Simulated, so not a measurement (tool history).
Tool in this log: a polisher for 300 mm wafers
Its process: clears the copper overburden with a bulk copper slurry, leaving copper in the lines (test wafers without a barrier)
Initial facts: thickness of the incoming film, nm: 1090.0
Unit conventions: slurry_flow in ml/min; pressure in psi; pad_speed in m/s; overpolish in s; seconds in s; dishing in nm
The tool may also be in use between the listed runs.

Run 1, day 0: slurry_flow 245 ml/min, pressure 3 psi, pad_speed 1.28 m/s, slurry_solids 1, overpolish 19 s. Result: seconds 86.929 s, dishing 70.846 nm.
Run 2, day 0.254: slurry_flow 245 ml/min, pressure 3 psi, pad_speed 1.28 m/s, slurry_solids 1, overpolish 25 s. Result: seconds 86.887 s, dishing 72.034 nm.
Run 3, day 0.521: slurry_flow 245 ml/min, pressure 2.5 psi, pad_speed 1.28 m/s, slurry_solids 1, overpolish 25 s. Result: seconds 98.153 s, dishing 67.917 nm.
Run 4, day 0.696: slurry_flow 210 ml/min, pressure 2.5 psi, pad_speed 1.28 m/s, slurry_solids 1, overpolish 25 s. Result: seconds 103.18 s, dishing 68.577 nm.
Run 5, day 0.979: slurry_flow 240 ml/min, pressure 2.5 psi, pad_speed 1.28 m/s, slurry_solids 1, overpolish 25 s. Result: seconds 103.36 s, dishing 67.736 nm.
Run 6, day 1.046: slurry_flow 280 ml/min, pressure 2.5 psi, pad_speed 1.28 m/s, slurry_solids 1, overpolish 25 s. Result: seconds 100.39 s, dishing 66.698 nm.
Run 7, day 1.321: slurry_flow 280 ml/min, pressure 2.4 psi, pad_speed 1.28 m/s, slurry_solids 1, overpolish 25 s. Result: seconds 104.02 s, dishing 65.945 nm.
Run 8, day 1.558: slurry_flow 280 ml/min, pressure 2.3 psi, pad_speed 1.28 m/s, slurry_solids 1, overpolish 25 s. Result: seconds 109.21 s, dishing 65.189 nm.

What will run 9 give?
Run 9, day 1.758: slurry_flow 280 ml/min, pressure 2.2 psi, pad_speed 1.28 m/s, slurry_solids 1, overpolish 24 s. Result: seconds ?, dishing ?.

{"run 9": {"seconds": 113.78, "dishing": 62.717}}
